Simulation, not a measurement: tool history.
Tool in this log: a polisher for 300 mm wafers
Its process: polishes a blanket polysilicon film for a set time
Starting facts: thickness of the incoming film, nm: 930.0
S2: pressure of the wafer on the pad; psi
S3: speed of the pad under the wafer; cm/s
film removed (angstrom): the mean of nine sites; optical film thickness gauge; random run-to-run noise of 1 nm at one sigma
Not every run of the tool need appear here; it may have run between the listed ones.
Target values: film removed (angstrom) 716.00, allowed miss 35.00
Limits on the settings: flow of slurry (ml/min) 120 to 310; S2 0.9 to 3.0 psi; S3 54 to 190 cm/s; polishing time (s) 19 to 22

{"run": 1, "hour": 0.0, "flow of slurry (ml/min)": 200, "S2": 1.9, "S3": 122, "polishing time (s)": 22, "film removed (angstrom)": 1333.1}
{"run": 2, "hour": 6.5, "flow of slurry (ml/min)": 165, "S2": 1.9, "S3": 122, "polishing time (s)": 22, "film removed (angstrom)": 1265.2}
{"run": 3, "hour": 15.1, "flow of slurry (ml/min)": 160, "S2": 1.6, "S3": 120, "polishing time (s)": 22, "film removed (angstrom)": 1050.3}
{"run": 4, "hour": 23.0, "flow of slurry (ml/min)": 155, "S2": 1.4, "S3": 120, "polishing time (s)": 22, "film removed (angstrom)": 927.96}
{"run": 5, "hour": 31.3, "flow of slurry (ml/min)": 155, "S2": 1.4, "S3": 134, "polishing time (s)": 22, "film removed (angstrom)": 1028.9}
{"run": 6, "hour": 39.7, "flow of slurry (ml/min)": 185, "S2": 1.4, "S3": 134, "polishing time (s)": 22, "film removed (angstrom)": 1062.4}
{"run": 7, "hour": 46.4, "flow of slurry (ml/min)": 185, "S2": 1.4, "S3": 134, "polishing time (s)": 22, "film removed (angstrom)": 1065.5}
{"run": 8, "hour": 47.8, "flow of slurry (ml/min)": 180, "S2": 1.2, "S3": 130, "polishing time (s)": 22, "film removed (angstrom)": 892.67}
{"run": 9, "hour": 50.0, "flow of slurry (ml/min)": 180, "S2": 1.1, "S3": 128, "polishing time (s)": 22, "film removed (angstrom)": 794.75}

Exactly one of the 5 candidate moves below puts every result within its allowed miss. Which one?
{"run": "A", "hour": 52.2, "flow of slurry (ml/min)": 175, "S2": 1.1, "S3": 134, "polishing time (s)": 22, "film removed (angstrom)": "?"}
{"run": "B", "hour": 52.2, "flow of slurry (ml/min)": 240, "S2": 1.4, "S3": 90, "polishing time (s)": 21, "film removed (angstrom)": "?"}
{"run": "C", "hour": 52.2, "flow of slurry (ml/min)": 200, "S2": 1.2, "S3": 136, "polishing time (s)": 20, "film removed (angstrom)": "?"}
{"run": "D", "hour": 52.2, "flow of slurry (ml/min)": 190, "S2": 1.4, "S3": 118, "polishing time (s)": 22, "film removed (angstrom)": "?"}
{"run": "E", "hour": 52.2, "flow of slurry (ml/min)": 195, "S2": 1.1, "S3": 98, "polishing time (s)": 22, "film removed (angstrom)": "?"}

move=A film_removed_(angstrom)=850.20
move=B film_removed_(angstrom)=727.35
move=C film_removed_(angstrom)=869.86
move=D film_removed_(angstrom)=958.68
move=E film_removed_(angstrom)=638.97
A: moves away from the targets compared with the last run
B: in spec on every target
C: moves away from the targets compared with the last run
D: moves away from the targets compared with the last run
E: pushes the last run's worst result past its target
B is the move that brings every result within its allowed miss.
